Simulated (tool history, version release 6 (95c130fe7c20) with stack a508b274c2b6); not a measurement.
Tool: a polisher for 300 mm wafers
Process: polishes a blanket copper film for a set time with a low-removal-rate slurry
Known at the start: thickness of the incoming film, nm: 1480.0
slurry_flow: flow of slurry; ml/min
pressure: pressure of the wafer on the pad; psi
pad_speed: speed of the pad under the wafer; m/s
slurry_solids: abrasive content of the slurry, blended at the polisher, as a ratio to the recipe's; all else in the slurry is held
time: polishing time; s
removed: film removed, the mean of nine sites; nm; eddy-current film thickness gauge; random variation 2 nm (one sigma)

{"run": 1, "hour": 0.0, "slurry_flow": 175, "pressure": 2.5, "pad_speed": 1.02, "slurry_solids": 1.0, "time": 49, "removed": 142.01}
{"run": 2, "hour": 3.3, "slurry_flow": 180, "pressure": 2.7, "pad_speed": 1.02, "slurry_solids": 1.0, "time": 49, "removed": 155.65}
{"run": 3, "hour": 11.7, "slurry_flow": 185, "pressure": 2.8, "pad_speed": 1.02, "slurry_solids": 1.0, "time": 49, "removed": 160.55}
{"run": 4, "hour": 15.9, "slurry_flow": 185, "pressure": 2.9, "pad_speed": 1.02, "slurry_solids": 1.0, "time": 49, "removed": 165.07}
{"run": 5, "hour": 18.6, "slurry_flow": 185, "pressure": 2.9, "pad_speed": 1.02, "slurry_solids": 1.0, "time": 49, "removed": 163.78}
{"run": 6, "hour": 24.8, "slurry_flow": 185, "pressure": 3.0, "pad_speed": 1.02, "slurry_solids": 1.0, "time": 49, "removed": 169.99}

Run 7 comes next. What will it give?
{"run": 7, "hour": 26.1, "slurry_flow": 185, "pressure": 3.1, "pad_speed": 1.02, "slurry_solids": 1.0, "time": 49, "removed": "?"}

{"run 7": {"removed": 172.91}}
